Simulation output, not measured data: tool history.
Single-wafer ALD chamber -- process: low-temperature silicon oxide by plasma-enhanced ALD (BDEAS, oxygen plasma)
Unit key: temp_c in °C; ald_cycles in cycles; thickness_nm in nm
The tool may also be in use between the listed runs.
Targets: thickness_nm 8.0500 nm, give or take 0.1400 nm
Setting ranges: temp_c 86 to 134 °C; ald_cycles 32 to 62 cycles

run,day,temp_c,ald_cycles,thickness_nm
1,0.000,110,47,6.5172
2,0.171,110,51,7.0563
3,0.446,110,55,7.6188
4,0.733,109,55,7.6187
5,0.971,109,49,6.8029
6,1.321,109,43,5.9737
7,1.496,108,46,6.3810
8,1.683,107,48,6.6975

Next run, 5 choices. One meets every target within its allowed miss, the rest don't. Which?
A,1.871,108,55,?
B,1.871,87,52,?
C,1.871,111,58,?
D,1.871,100,59,?
E,1.871,113,45,?

move,thickness_nm
A,7.6206
B,7.6707
C,7.9908
D,8.3025
E,6.1762
A: better than the last run, though not everything is in spec
B: better than the last run, though not everything is in spec
C: every result within its allowed miss
D: carries the result that was furthest off beyond its target, to the other side
E: misses by more than the last run did
C is the move that brings every result within its allowed miss.
